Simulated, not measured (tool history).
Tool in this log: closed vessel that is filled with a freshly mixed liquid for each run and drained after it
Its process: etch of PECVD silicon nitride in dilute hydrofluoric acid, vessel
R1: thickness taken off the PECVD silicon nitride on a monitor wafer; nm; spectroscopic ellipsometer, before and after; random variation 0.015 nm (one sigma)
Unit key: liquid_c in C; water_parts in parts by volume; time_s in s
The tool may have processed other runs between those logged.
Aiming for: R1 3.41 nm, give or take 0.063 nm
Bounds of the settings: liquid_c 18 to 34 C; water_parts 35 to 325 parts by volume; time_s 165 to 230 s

Run 1, hour 0: liquid_c 26 C, water_parts 180 parts by volume, time_s 230 s. Result: R1 6.8461 nm.
Run 2, hour 2.1: liquid_c 24 C, water_parts 190 parts by volume, time_s 230 s. Result: R1 5.7373 nm.
Run 3, hour 8.5: liquid_c 27 C, water_parts 190 parts by volume, time_s 230 s. Result: R1 6.9211 nm.
Run 4, hour 16.4: liquid_c 27 C, water_parts 190 parts by volume, time_s 165 s. Result: R1 4.9601 nm.
Run 5, hour 18: liquid_c 27 C, water_parts 190 parts by volume, time_s 165 s. Result: R1 5.0064 nm.
Run 6, hour 23.1: liquid_c 27 C, water_parts 130 parts by volume, time_s 165 s. Result: R1 7.2784 nm.
Run 7, hour 27.6: liquid_c 25 C, water_parts 150 parts by volume, time_s 165 s. Result: R1 5.5317 nm.
Run 8, hour 34: liquid_c 25 C, water_parts 150 parts by volume, time_s 165 s. Result: R1 5.5632 nm.
Run 9, hour 41.7: liquid_c 23.5 C, water_parts 155 parts by volume, time_s 165 s. Result: R1 4.828 nm.
Run 10, hour 47.7: liquid_c 22.5 C, water_parts 155 parts by volume, time_s 165 s. Result: R1 4.5584 nm.
Run 11, hour 52.4: liquid_c 21.5 C, water_parts 155 parts by volume, time_s 165 s. Result: R1 4.3045 nm.
Run 12, hour 59.1: liquid_c 20.5 C, water_parts 155 parts by volume, time_s 165 s. Result: R1 4.0124 nm.

Next run, 5 choices. One meets every target within its allowed miss, the rest don't. Which?
Run A, hour 65.8: liquid_c 18.5 C, water_parts 230 parts by volume, time_s 210 s. Result: R1 ?.
Run B, hour 65.8: liquid_c 20.5 C, water_parts 210 parts by volume, time_s 190 s. Result: R1 ?.
Run C, hour 65.8: liquid_c 19 C, water_parts 140 parts by volume, time_s 175 s. Result: R1 ?.
Run D, hour 65.8: liquid_c 18.5 C, water_parts 180 parts by volume, time_s 230 s. Result: R1 ?.
Run E, hour 65.8: liquid_c 21 C, water_parts 165 parts by volume, time_s 200 s. Result: R1 ?.

move      R1
   A  3.0698
   B  3.4575
   C  4.2751
   D  4.2587
   E  4.7578
A: carries the result that was furthest off beyond its target, to the other side
B: all results in spec
C: misses by more than the last run did
D: misses by more than the last run did
E: misses by more than the last run did
So the answer is move B, the one that meets all the targets.

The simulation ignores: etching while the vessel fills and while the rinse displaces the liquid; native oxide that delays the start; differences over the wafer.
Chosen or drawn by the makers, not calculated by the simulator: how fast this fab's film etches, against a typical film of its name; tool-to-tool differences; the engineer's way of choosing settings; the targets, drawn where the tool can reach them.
